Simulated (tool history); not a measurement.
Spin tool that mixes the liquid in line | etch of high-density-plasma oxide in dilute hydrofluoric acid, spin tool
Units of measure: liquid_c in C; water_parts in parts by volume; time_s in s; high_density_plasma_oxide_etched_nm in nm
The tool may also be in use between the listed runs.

| run | hour | liquid_c | water_parts | time_s | high_density_plasma_oxide_etched_nm |
|---|---|---|---|---|---|
| 1 | 0 | 23 | 55 | 60 | 6.0825 |
| 2 | 4.5 | 25 | 55 | 60 | 6.6073 |
| 3 | 5.2 | 25 | 55 | 60 | 6.5546 |
| 4 | 11.9 | 26.5 | 55 | 60 | 6.97 |
| 5 | 16.7 | 26.5 | 65 | 60 | 5.848 |
| 6 | 21.8 | 27.5 | 60 | 60 | 6.629 |
| 7 | 30.8 | 31 | 45 | 60 | 10.312 |

The next listed run, before its measurement:
| 8 | 39.5 | 30.5 | 45 | 60 | ? |

Logged for run 8: high_density_plasma_oxide_etched_nm 10.161 nm.
